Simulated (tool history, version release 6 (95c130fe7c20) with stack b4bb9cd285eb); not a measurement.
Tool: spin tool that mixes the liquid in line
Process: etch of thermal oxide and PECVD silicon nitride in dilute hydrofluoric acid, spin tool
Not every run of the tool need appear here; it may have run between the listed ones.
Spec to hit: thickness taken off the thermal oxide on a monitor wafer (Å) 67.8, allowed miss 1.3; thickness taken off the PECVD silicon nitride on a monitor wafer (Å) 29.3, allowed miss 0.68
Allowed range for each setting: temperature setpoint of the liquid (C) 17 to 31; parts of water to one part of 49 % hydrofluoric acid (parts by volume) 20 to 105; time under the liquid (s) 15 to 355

run    day  temperature setpoint of the liquid (C)  parts of water to one part of 49 % hydrofluoric acid (parts by volume)  time under the liquid (s)  thickness taken off the thermal oxide on a monitor wafer (Å)  thickness taken off the PECVD silicon nitride on a monitor wafer (Å)
  1      0                                      23                                                                      55                        180                                                        130.54                                                                56.167
  2  0.267                                      23                                                                      55                        225                                                        160.17                                                                69.864
  3  0.317                                      22                                                                      70                        230                                                        121.53                                                                52.971
  4  0.421                                      21                                                                      80                        230                                                        100.18                                                                43.291
  5  0.771                                      21                                                                      90                        230                                                        89.579                                                                38.318
  6  1.042                                      21                                                                      75                        230                                                        108.47                                                                 45.95
  7  1.179                                    20.5                                                                      85                        235                                                        94.375                                                                 40.51
  8  1.312                                      20                                                                      90                        235                                                        87.198                                                                36.958
  9  1.646                                      20                                                                     105                        235                                                        73.314                                                                 31.52
 10  1.717                                      20                                                                     105                        235                                                        73.308                                                                31.816
 11  1.808                                      20                                                                     105                        230                                                        72.372                                                                30.702
 12  2.158                                      20                                                                     105                        225                                                        70.409                                                                30.565

Exercise: of the 4 proposed moves below, exactly one satisfies all targets within the stated allowed misses. Which move is it?
  A  2.508                                    22.5                                                                     105                        185                                                             ?                                                                     ?
  B  2.508                                      21                                                                      90                        175                                                             ?                                                                     ?
  C  2.508                                      22                                                                     105                        200                                                             ?                                                                     ?
  D  2.508                                      22                                                                     105                        190                                                             ?                                                                     ?

move  thickness taken off the thermal oxide on a monitor wafer (Å)  thickness taken off the PECVD silicon nitride on a monitor wafer (Å)
   A                                                        63.823                                                                29.255
   B                                                        67.456                                                                29.104
   C                                                        67.628                                                                 30.59
   D                                                        64.247                                                                 29.06
A: moves the result that the last run missed by most past its target, out the other side
B: hits every target within its allowed miss
C: gets the furthest-off result to its target, but another result is out of tolerance
D: moves the result that the last run missed by most past its target, out the other side
The right move is B.
